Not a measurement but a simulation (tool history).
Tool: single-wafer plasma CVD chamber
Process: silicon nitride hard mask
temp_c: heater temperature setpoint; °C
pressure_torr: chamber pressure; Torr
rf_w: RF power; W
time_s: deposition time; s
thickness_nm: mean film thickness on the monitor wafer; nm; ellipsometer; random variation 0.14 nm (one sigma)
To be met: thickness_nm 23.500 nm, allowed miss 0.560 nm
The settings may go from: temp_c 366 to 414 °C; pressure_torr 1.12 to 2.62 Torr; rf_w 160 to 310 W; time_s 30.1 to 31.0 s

run    day  temp_c  pressure_torr  rf_w  time_s  thickness_nm
  1  0.000     390           1.87   235    30.1        29.160
  2  0.188     384           1.87   235    30.1        29.272
  3  0.225     391           1.87   235    30.1        29.020
  4  0.517     386           1.87   235    30.1        28.807
  5  0.888     386           1.69   220    30.1        25.941
  6  1.104     386           1.69   220    31.0        26.965
  7  1.204     386           1.54   220    31.0        26.010
  8  1.292     386           1.43   220    31.0        24.930
  9  1.458     386           1.37   220    31.0        24.322

Which of these 4 next moves meets every target?
  A  1.625     401           1.49   215    30.5             ?
  B  1.625     383           1.47   225    31.0             ?
  C  1.625     396           1.56   195    31.0             ?
  D  1.625     386           1.62   205    30.7             ?

move  thickness_nm
   A        24.326
   B        25.725
   C        23.232
   D        24.616
A: as far off as the last run
B: further off than the last run
C: meets every target
D: further off than the last run
Move C is the one to make.
